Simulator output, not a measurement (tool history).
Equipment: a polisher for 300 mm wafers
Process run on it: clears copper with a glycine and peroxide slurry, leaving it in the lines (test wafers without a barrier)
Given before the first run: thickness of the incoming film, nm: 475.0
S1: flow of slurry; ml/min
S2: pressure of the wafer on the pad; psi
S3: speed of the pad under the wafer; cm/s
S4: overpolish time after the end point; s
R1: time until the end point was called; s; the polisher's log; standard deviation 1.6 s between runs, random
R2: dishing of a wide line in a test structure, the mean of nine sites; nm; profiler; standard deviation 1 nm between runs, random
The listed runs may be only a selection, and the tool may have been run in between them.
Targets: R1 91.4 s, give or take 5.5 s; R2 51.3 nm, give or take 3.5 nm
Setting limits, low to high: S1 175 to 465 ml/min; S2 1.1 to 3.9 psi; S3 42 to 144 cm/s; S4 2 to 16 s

Run 1, hour 0: S1 295 ml/min, S2 2.5 psi, S3 92 cm/s, S4 8 s. Result: R1 88.999 s, R2 33.077 nm.
Run 2, hour 6: S1 295 ml/min, S2 2.5 psi, S3 114 cm/s, S4 8 s. Result: R1 74.956 s, R2 37.582 nm.
Run 3, hour 9.7: S1 325 ml/min, S2 2.5 psi, S3 114 cm/s, S4 8 s. Result: R1 74.636 s, R2 37.428 nm.
Run 4, hour 13.7: S1 325 ml/min, S2 2.5 psi, S3 130 cm/s, S4 8 s. Result: R1 65.416 s, R2 43.343 nm.
Run 5, hour 21.4: S1 325 ml/min, S2 2.2 psi, S3 130 cm/s, S4 9 s. Result: R1 73.773 s, R2 43.077 nm.
Run 6, hour 23.6: S1 325 ml/min, S2 2.2 psi, S3 130 cm/s, S4 7 s. Result: R1 74.726 s, R2 33.917 nm.
Run 7, hour 28.4: S1 325 ml/min, S2 2.1 psi, S3 130 cm/s, S4 8 s. Result: R1 74.452 s, R2 36.716 nm.
Run 8, hour 35.8: S1 325 ml/min, S2 2 psi, S3 128 cm/s, S4 9 s. Result: R1 78.633 s, R2 38.839 nm.
Run 9, hour 38.6: S1 325 ml/min, S2 1.9 psi, S3 126 cm/s, S4 10 s. Result: R1 84.127 s, R2 39.799 nm.
Run 10, hour 39.5: S1 325 ml/min, S2 1.9 psi, S3 126 cm/s, S4 11 s. Result: R1 84.319 s, R2 44.13 nm.
Run 11, hour 46.5: S1 325 ml/min, S2 1.7 psi, S3 124 cm/s, S4 13 s. Result: R1 91.895 s, R2 45.566 nm.

4 next moves are on the table. One of them brings every result within its allowed miss. Which?
Run A, hour 53.5: S1 315 ml/min, S2 1.7 psi, S3 126 cm/s, S4 12 s. Result: R1 ?, R2 ?.
Run B, hour 53.5: S1 395 ml/min, S2 1.9 psi, S3 130 cm/s, S4 11 s. Result: R1 ?, R2 ?.
Run C, hour 53.5: S1 335 ml/min, S2 1.6 psi, S3 136 cm/s, S4 15 s. Result: R1 ?, R2 ?.
Run D, hour 53.5: S1 285 ml/min, S2 1.9 psi, S3 142 cm/s, S4 15 s. Result: R1 ?, R2 ?.

move      R1      R2
   A  92.097  42.626
   B  80.921  44.373
   C  90.332  50.963
   D  77.463  57.779
A: lands further from the targets than the last run did
B: lands further from the targets than the last run did
C: meets every target
D: the result that was furthest off in the last run now lies on the other side of its target
Answer: C
